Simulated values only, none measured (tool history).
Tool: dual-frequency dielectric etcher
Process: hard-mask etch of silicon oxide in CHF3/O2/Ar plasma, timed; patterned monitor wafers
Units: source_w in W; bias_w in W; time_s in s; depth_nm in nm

{"run": 1, "hour": 0.0, "source_w": 790, "bias_w": 164, "time_s": 19.5, "depth_nm": 38.577}
{"run": 2, "hour": 4.0, "source_w": 880, "bias_w": 164, "time_s": 19.5, "depth_nm": 39.906}
{"run": 3, "hour": 7.6, "source_w": 880, "bias_w": 164, "time_s": 19.5, "depth_nm": 40.061}
{"run": 4, "hour": 8.4, "source_w": 770, "bias_w": 153, "time_s": 19.5, "depth_nm": 37.865}
{"run": 5, "hour": 11.3, "source_w": 770, "bias_w": 174, "time_s": 19.5, "depth_nm": 38.222}
{"run": 6, "hour": 18.3, "source_w": 770, "bias_w": 196, "time_s": 19.5, "depth_nm": 39.937}
{"run": 7, "hour": 26.8, "source_w": 670, "bias_w": 179, "time_s": 19.5, "depth_nm": 36.699}

Run 8 comes next. What will it give?
{"run": 8, "hour": 27.8, "source_w": 610, "bias_w": 173, "time_s": 19.5, "depth_nm": "?"}

Run 8 gave depth_nm 34.541 nm.

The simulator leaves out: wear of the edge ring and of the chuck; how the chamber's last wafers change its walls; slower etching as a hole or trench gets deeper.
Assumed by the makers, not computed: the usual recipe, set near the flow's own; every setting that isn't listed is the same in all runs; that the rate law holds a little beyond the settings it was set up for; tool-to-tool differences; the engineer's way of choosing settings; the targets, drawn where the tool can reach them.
